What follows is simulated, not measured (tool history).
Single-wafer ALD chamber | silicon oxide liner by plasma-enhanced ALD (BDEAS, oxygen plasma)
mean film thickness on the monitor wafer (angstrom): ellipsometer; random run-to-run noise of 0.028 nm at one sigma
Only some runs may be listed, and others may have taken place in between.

| run | hour | heater temperature setpoint (deg C) | number of ALD cycles (cycles) | mean film thickness on the monitor wafer (angstrom) |
|---|---|---|---|---|
| 1 | 0 | 320 | 69 | 58.974 |
| 2 | 2.3 | 320 | 73 | 61.911 |
| 3 | 9.1 | 320 | 77 | 65.744 |
| 4 | 15 | 320 | 84 | 71.102 |
| 5 | 20.3 | 321 | 79 | 66.936 |
| 6 | 28.8 | 321 | 75 | 64.388 |
| 7 | 36.7 | 321 | 72 | 61.267 |

Run 8 is up next; what results do you expect?
| 8 | 42.3 | 321 | 70 | ? |

mean film thickness on the monitor wafer (angstrom): 59.082
